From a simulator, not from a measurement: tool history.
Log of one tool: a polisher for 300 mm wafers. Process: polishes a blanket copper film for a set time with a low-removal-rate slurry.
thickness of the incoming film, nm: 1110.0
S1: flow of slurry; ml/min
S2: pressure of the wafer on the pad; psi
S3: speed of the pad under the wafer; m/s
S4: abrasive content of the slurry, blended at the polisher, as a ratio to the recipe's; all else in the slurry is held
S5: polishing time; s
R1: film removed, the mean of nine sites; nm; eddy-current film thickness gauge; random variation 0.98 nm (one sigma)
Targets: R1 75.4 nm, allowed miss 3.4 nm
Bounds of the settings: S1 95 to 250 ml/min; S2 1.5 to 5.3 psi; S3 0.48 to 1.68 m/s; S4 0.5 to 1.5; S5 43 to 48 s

run,day,S1,S2,S3,S4,S5,R1
1,0,160,3.4,1.08,1,48,135.84
2,0.354,160,2.6,1.08,1,48,116.9
3,0.496,160,2.3,1.02,1,48,102.16
4,0.662,160,2.1,1,1,48,96.172
5,0.833,160,2,0.98,1,48,91.806
6,1.042,160,2.8,0.98,1,48,111.57
# day 1.262: worn pad replaced by a new one
7,1.262,160,2.5,0.96,1,48,115.67
8,1.629,160,2.3,1.02,1,48,117.04
9,1.783,160,2.3,1.02,1,48,115.48
10,2.008,155,1.5,0.8,0.95,47,69.031

5 next moves are on the table. One of them brings every result within its allowed miss. Which?
A,2.233,120,2.1,0.72,1,43,?
B,2.233,215,2,0.8,0.6,45,?
C,2.233,175,1.5,0.84,0.85,43,?
D,2.233,165,1.7,0.88,0.85,48,?
E,2.233,145,1.6,0.82,0.9,43,?

move,R1
A,65.24
B,73.791
C,66.959
D,82.006
E,65.896
A: further off than the last run
B: meets every target
C: further off than the last run
D: takes the result that was furthest off past its target
E: further off than the last run
Move B is the one to make.
